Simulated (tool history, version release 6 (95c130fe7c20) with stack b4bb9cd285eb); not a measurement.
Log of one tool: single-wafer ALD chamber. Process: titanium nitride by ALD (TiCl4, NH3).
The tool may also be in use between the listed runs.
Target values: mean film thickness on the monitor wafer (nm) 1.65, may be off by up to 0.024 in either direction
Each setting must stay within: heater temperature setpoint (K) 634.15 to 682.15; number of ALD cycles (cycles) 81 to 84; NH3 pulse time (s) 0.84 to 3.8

| run | hour | heater temperature setpoint (K) | number of ALD cycles (cycles) | NH3 pulse time (s) | mean film thickness on the monitor wafer (nm) |
|---|---|---|---|---|---|
| 1 | 0 | 658.15 | 81 | 2.32 | 1.745 |
| 2 | 0.7 | 663.15 | 81 | 2.32 | 1.7545 |
| 3 | 8.8 | 663.15 | 84 | 2.32 | 1.8175 |
| 4 | 11 | 672.15 | 84 | 2.32 | 1.8257 |
| 5 | 14.8 | 672.15 | 84 | 1.97 | 1.8333 |
| 6 | 19.2 | 665.15 | 83 | 2.28 | 1.7945 |
| 7 | 22.9 | 660.15 | 83 | 2.03 | 1.7888 |
| 8 | 24.6 | 660.15 | 83 | 2.03 | 1.7786 |
| 9 | 29.7 | 657.15 | 83 | 1.83 | 1.7603 |

Which of these 4 next moves meets every target?
| A | 34.8 | 658.15 | 83 | 1.78 | ? |
| B | 34.8 | 657.15 | 81 | 2.43 | ? |
| C | 34.8 | 652.15 | 83 | 1.58 | ? |
| D | 34.8 | 649.15 | 81 | 1.37 | ? |

| move | mean film thickness on the monitor wafer (nm) |
|---|---|
| A | 1.7658 |
| B | 1.7564 |
| C | 1.7379 |
| D | 1.6657 |
A: neither nearer nor further off than the last run
B: neither nearer nor further off than the last run
C: gains on the last run, yet a result remains outside its allowed miss
D: hits every target within its allowed miss
So the answer is move D, the one that meets all the targets.

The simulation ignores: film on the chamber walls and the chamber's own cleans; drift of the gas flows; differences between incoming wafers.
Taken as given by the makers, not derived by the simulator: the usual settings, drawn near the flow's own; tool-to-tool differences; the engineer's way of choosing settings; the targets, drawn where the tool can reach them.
